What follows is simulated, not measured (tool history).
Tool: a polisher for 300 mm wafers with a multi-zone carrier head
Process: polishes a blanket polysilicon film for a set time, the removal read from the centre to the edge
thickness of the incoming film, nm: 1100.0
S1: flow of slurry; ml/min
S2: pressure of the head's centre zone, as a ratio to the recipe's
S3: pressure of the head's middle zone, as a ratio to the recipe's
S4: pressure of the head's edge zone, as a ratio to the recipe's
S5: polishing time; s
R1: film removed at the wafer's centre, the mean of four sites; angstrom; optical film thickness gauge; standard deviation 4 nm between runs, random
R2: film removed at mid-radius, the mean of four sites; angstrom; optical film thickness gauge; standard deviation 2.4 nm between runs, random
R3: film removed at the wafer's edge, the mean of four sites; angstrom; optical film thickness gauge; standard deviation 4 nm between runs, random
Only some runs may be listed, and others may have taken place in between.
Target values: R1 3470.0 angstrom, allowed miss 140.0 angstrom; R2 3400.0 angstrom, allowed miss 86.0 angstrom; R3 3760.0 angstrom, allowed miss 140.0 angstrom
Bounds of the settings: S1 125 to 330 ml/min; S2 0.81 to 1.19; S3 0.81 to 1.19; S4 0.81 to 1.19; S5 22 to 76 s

run  hour   S1    S2    S3    S4  S5      R1      R2      R3
  1   0.0  210  1.00  1.00  1.00  49  2899.9  2995.5  2954.1
  2   7.1  210  1.00  1.00  1.06  49  2951.3  2990.8  3082.8
  3  12.5  210  1.00  1.00  1.00  49  2926.0  2974.8  3050.4
  4  20.1  210  0.93  1.00  1.00  49  2751.9  2988.8  2987.7
  5  22.1  180  0.93  1.00  1.00  49  2635.1  2910.5  2944.7
  6  24.6  180  0.93  1.08  1.00  49  2695.9  3139.6  2997.1
  7  30.8  190  0.96  1.05  1.06  51  2888.2  3180.6  3145.7
  8  31.7  215  1.00  0.95  1.16  60  3664.8  3528.4  3898.8
  9  39.0  215  1.00  0.95  1.16  60  3556.7  3474.0  3997.2
 10  43.3  210  1.00  0.95  1.14  60  3609.9  3508.9  3894.9

Below are 4 possible settings for the next run. Only one of them brings all results inside the allowed miss of their targets. Which is it?
  A  47.6  210  0.99  1.02  1.11  58   ?   ?   ?
  B  47.6  220  0.94  0.89  1.19  61   ?   ?   ?
  C  47.6  185  0.97  0.92  1.05  61   ?   ?   ?
  D  47.6  215  1.13  0.96  1.09  59   ?   ?   ?

move      R1      R2      R3
   A  3458.2  3602.3  3741.5
   B  3483.6  3398.5  4085.6
   C  3504.8  3421.1  3800.9
   D  3991.7  3489.2  3786.0
A: its largest miss is bigger than the last run's
B: the furthest-off result lands on target, but another misses its tolerance
C: in spec on every target
D: its largest miss is bigger than the last run's
Move C is the one to make.

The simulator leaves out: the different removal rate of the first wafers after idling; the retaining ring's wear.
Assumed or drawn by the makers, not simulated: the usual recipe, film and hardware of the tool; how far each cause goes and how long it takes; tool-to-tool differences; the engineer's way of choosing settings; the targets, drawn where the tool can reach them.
